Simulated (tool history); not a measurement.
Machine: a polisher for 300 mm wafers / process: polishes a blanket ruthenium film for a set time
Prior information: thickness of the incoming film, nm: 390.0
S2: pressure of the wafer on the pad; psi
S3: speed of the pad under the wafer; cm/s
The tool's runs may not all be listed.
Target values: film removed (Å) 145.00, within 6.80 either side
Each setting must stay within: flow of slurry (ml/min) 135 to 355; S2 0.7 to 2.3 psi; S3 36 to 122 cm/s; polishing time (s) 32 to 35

run 1 hour=0.0 | flow_of_slurry_(ml/min)=225 S2=1.5 S3=78 polishing_time_(s)=35 | film_removed_(Å)=248.88
run 2 hour=1.5 | flow_of_slurry_(ml/min)=225 S2=1.8 S3=78 polishing_time_(s)=35 | film_removed_(Å)=291.43
run 3 hour=9.9 | flow_of_slurry_(ml/min)=225 S2=1.8 S3=78 polishing_time_(s)=35 | film_removed_(Å)=287.57
run 4 hour=17.2 | flow_of_slurry_(ml/min)=265 S2=1.8 S3=78 polishing_time_(s)=35 | film_removed_(Å)=294.45
run 5 hour=20.5 | flow_of_slurry_(ml/min)=265 S2=1.8 S3=78 polishing_time_(s)=32 | film_removed_(Å)=272.72
run 6 hour=21.9 | flow_of_slurry_(ml/min)=265 S2=1.8 S3=78 polishing_time_(s)=32 | film_removed_(Å)=270.93
run 7 hour=25.7 | flow_of_slurry_(ml/min)=265 S2=1.5 S3=76 polishing_time_(s)=32 | film_removed_(Å)=223.85
run 8 hour=28.1 | flow_of_slurry_(ml/min)=265 S2=1.1 S3=72 polishing_time_(s)=32 | film_removed_(Å)=160.26

Exercise: of the 5 proposed moves below, exactly one satisfies all targets within the stated allowed misses. Which move is it?
run A hour=30.5 | flow_of_slurry_(ml/min)=265 S2=1.2 S3=64 polishing_time_(s)=35 | film_removed_(Å)=?
run B hour=30.5 | flow_of_slurry_(ml/min)=250 S2=1.3 S3=64 polishing_time_(s)=32 | film_removed_(Å)=?
run C hour=30.5 | flow_of_slurry_(ml/min)=250 S2=0.9 S3=70 polishing_time_(s)=35 | film_removed_(Å)=?
run D hour=30.5 | flow_of_slurry_(ml/min)=345 S2=1.0 S3=74 polishing_time_(s)=35 | film_removed_(Å)=?
run E hour=30.5 | flow_of_slurry_(ml/min)=270 S2=1.1 S3=70 polishing_time_(s)=34 | film_removed_(Å)=?

move=A film_removed_(Å)=179.15
move=B film_removed_(Å)=175.28
move=C film_removed_(Å)=146.43
move=D film_removed_(Å)=172.47
move=E film_removed_(Å)=171.72
A: misses by more than the last run did
B: misses by more than the last run did
C: all results in spec
D: misses by more than the last run did
E: misses by more than the last run did
Move C is the one to make.
